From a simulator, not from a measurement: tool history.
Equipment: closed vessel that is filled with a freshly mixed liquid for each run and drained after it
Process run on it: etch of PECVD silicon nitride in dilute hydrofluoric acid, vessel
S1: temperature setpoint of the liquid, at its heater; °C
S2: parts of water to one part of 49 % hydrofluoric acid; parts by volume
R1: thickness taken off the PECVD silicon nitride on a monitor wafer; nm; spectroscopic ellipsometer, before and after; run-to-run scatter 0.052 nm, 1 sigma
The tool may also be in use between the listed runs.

{"run": 1, "day": 0.0, "S1": 23, "S2": 135, "time in the liquid (s)": 395, "R1": 16.292}
{"run": 2, "day": 0.225, "S1": 23, "S2": 135, "time in the liquid (s)": 395, "R1": 16.483}
{"run": 3, "day": 0.579, "S1": 21, "S2": 135, "time in the liquid (s)": 395, "R1": 14.253}
{"run": 4, "day": 0.675, "S1": 20, "S2": 145, "time in the liquid (s)": 395, "R1": 12.602}
{"run": 5, "day": 1.038, "S1": 20, "S2": 145, "time in the liquid (s)": 425, "R1": 13.544}
{"run": 6, "day": 1.338, "S1": 19.5, "S2": 155, "time in the liquid (s)": 425, "R1": 12.084}
{"run": 7, "day": 1.45, "S1": 19, "S2": 165, "time in the liquid (s)": 425, "R1": 11.121}
{"run": 8, "day": 1.825, "S1": 18.5, "S2": 175, "time in the liquid (s)": 425, "R1": 10.134}
{"run": 9, "day": 1.979, "S1": 18, "S2": 180, "time in the liquid (s)": 425, "R1": 9.5602}
{"run": 10, "day": 2.225, "S1": 18, "S2": 185, "time in the liquid (s)": 425, "R1": 9.2631}
{"run": 11, "day": 2.388, "S1": 18, "S2": 190, "time in the liquid (s)": 425, "R1": 9.005}

Run 12 is up next; what results do you expect?
{"run": 12, "day": 2.583, "S1": 18, "S2": 195, "time in the liquid (s)": 425, "R1": "?"}

{"run 12": {"R1": 8.7973}}
